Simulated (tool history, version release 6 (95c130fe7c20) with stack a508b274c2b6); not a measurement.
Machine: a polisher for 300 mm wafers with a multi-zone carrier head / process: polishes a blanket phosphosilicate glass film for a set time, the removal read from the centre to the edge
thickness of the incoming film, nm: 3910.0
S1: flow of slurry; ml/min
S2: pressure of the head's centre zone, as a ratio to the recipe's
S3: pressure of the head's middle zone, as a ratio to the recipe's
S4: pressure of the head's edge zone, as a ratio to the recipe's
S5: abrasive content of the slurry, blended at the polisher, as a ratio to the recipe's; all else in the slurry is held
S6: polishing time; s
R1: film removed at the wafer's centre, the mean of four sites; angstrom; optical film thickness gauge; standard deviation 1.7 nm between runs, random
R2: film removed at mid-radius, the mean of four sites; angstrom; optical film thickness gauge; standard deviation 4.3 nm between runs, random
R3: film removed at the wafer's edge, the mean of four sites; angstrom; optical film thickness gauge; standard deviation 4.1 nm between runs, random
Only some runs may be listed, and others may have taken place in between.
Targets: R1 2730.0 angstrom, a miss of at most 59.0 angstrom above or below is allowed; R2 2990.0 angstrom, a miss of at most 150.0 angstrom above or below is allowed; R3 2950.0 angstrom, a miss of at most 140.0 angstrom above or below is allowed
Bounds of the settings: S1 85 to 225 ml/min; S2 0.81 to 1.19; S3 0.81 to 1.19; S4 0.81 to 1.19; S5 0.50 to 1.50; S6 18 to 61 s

{"run": 1, "hour": 0.0, "S1": 145, "S2": 1.0, "S3": 1.0, "S4": 1.0, "S5": 1.0, "S6": 39, "R1": 3850.2, "R2": 4066.9, "R3": 3793.2}
{"run": 2, "hour": 4.2, "S1": 145, "S2": 1.0, "S3": 1.0, "S4": 1.0, "S5": 0.8, "S6": 39, "R1": 3274.0, "R2": 3296.0, "R3": 3236.5}
{"run": 3, "hour": 10.8, "S1": 130, "S2": 0.97, "S3": 1.0, "S4": 0.98, "S5": 0.8, "S6": 39, "R1": 3114.3, "R2": 3285.1, "R3": 3154.0}
{"run": 4, "hour": 19.6, "S1": 120, "S2": 0.95, "S3": 0.99, "S4": 0.97, "S5": 0.8, "S6": 39, "R1": 2977.5, "R2": 3198.4, "R3": 3115.6}
{"run": 5, "hour": 20.9, "S1": 120, "S2": 1.02, "S3": 0.99, "S4": 0.97, "S5": 0.8, "S6": 39, "R1": 3141.3, "R2": 3134.9, "R3": 3055.2}
{"run": 6, "hour": 21.4, "S1": 120, "S2": 1.02, "S3": 1.05, "S4": 0.97, "S5": 0.8, "S6": 39, "R1": 3154.7, "R2": 3327.7, "R3": 3129.3}
{"run": 7, "hour": 25.8, "S1": 110, "S2": 1.0, "S3": 1.03, "S4": 0.97, "S5": 0.8, "S6": 39, "R1": 3051.1, "R2": 3207.3, "R3": 2959.5}
{"run": 8, "hour": 30.3, "S1": 105, "S2": 0.96, "S3": 1.0, "S4": 0.98, "S5": 0.8, "S6": 39, "R1": 2872.1, "R2": 3089.7, "R3": 2944.6}

Exercise: of the 5 proposed moves below, exactly one satisfies all targets within the stated allowed misses. Which move is it?
{"run": "A", "hour": 34.8, "S1": 85, "S2": 0.97, "S3": 0.92, "S4": 0.94, "S5": 0.85, "S6": 40, "R1": "?", "R2": "?", "R3": "?"}
{"run": "B", "hour": 34.8, "S1": 120, "S2": 0.88, "S3": 0.99, "S4": 1.01, "S5": 0.65, "S6": 44, "R1": "?", "R2": "?", "R3": "?"}
{"run": "C", "hour": 34.8, "S1": 85, "S2": 1.07, "S3": 1.11, "S4": 0.87, "S5": 0.95, "S6": 36, "R1": "?", "R2": "?", "R3": "?"}
{"run": "D", "hour": 34.8, "S1": 85, "S2": 0.91, "S3": 0.99, "S4": 0.98, "S5": 0.7, "S6": 46, "R1": "?", "R2": "?", "R3": "?"}
{"run": "E", "hour": 34.8, "S1": 160, "S2": 0.92, "S3": 1.0, "S4": 1.06, "S5": 0.7, "S6": 38, "R1": "?", "R2": "?", "R3": "?"}

move=A R1=2864.9 R2=2857.3 R3=3060.2
move=B R1=2610.3 R2=2943.8 R3=2949.6
move=C R1=3032.3 R2=3262.0 R3=2870.4
move=D R1=2645.7 R2=2955.5 R3=3032.6
move=E R1=2719.0 R2=2956.6 R3=2951.2
A: nearer the targets than the last run, but a result is still out of spec
B: takes the result that was furthest off past its target
C: further off than the last run
D: takes the result that was furthest off past its target
E: all results in spec
Correct choice: E, which meets every target
